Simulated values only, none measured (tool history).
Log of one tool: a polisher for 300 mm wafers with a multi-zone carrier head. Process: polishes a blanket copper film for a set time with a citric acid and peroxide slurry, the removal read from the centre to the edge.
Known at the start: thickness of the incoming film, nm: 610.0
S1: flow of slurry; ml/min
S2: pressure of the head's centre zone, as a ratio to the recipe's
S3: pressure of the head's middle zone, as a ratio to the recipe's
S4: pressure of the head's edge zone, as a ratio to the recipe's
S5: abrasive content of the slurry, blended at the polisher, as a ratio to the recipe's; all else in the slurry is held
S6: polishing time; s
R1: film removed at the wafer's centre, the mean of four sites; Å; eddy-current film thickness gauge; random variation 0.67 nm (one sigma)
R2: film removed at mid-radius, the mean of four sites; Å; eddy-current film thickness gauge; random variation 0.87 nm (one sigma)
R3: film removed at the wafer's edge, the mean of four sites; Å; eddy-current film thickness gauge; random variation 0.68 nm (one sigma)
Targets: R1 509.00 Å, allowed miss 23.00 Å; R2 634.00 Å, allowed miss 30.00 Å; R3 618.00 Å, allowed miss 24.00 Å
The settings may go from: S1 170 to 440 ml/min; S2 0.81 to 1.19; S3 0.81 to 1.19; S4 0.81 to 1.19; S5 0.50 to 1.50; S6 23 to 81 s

run 1 day=0.000 | S1=280 S2=1.00 S3=1.00 S4=1.00 S5=1.00 S6=52 | R1=641.61 R2=650.18 R3=640.25
run 2 day=0.067 | S1=280 S2=1.06 S3=1.00 S4=1.00 S5=1.00 S6=52 | R1=663.39 R2=658.09 R3=655.13
run 3 day=0.212 | S1=275 S2=1.03 S3=1.01 S4=1.03 S5=0.95 S6=52 | R1=647.31 R2=647.81 R3=645.57
run 4 day=0.325 | S1=275 S2=1.03 S3=1.01 S4=1.03 S5=0.95 S6=61 | R1=763.22 R2=777.06 R3=745.25
run 5 day=0.579 | S1=275 S2=1.10 S3=1.01 S4=1.03 S5=0.95 S6=61 | R1=767.49 R2=757.48 R3=757.37
run 6 day=0.825 | S1=260 S2=1.06 S3=1.02 S4=1.05 S5=0.95 S6=59 | R1=738.34 R2=737.64 R3=741.72
run 7 day=1.142 | S1=250 S2=1.03 S3=1.04 S4=1.07 S5=0.95 S6=57 | R1=680.22 R2=722.41 R3=716.84
run 8 day=1.454 | S1=240 S2=0.93 S3=1.01 S4=0.99 S5=0.70 S6=55 | R1=576.91 R2=632.14 R3=609.41
run 9 day=1.767 | S1=240 S2=0.93 S3=1.01 S4=0.99 S5=0.70 S6=55 | R1=585.17 R2=652.94 R3=620.78

5 next moves are on the table. One of them brings every result within its allowed miss. Which?
run A day=2.079 | S1=195 S2=0.81 S3=1.04 S4=1.03 S5=0.55 S6=58 | R1=? R2=? R3=?
run B day=2.079 | S1=195 S2=0.87 S3=0.94 S4=1.13 S5=0.75 S6=52 | R1=? R2=? R3=?
run C day=2.079 | S1=245 S2=0.91 S3=1.02 S4=0.98 S5=0.90 S6=52 | R1=? R2=? R3=?
run D day=2.079 | S1=220 S2=1.05 S3=1.03 S4=0.85 S5=0.80 S6=56 | R1=? R2=? R3=?
run E day=2.079 | S1=310 S2=0.89 S3=0.98 S4=1.19 S5=1.20 S6=43 | R1=? R2=? R3=?

move=A R1=506.49 R2=630.41 R3=616.60
move=B R1=509.37 R2=553.86 R3=619.02
move=C R1=569.35 R2=639.28 R3=615.29
move=D R1=652.65 R2=666.11 R3=597.82
move=E R1=508.85 R2=559.64 R3=610.51
A: meets every target
B: brings the result that was furthest off to its target, and leaves another outside
C: nearer than the last run, and not there yet
D: further off than the last run
E: brings the result that was furthest off to its target, and leaves another outside
Move A is the one to make.
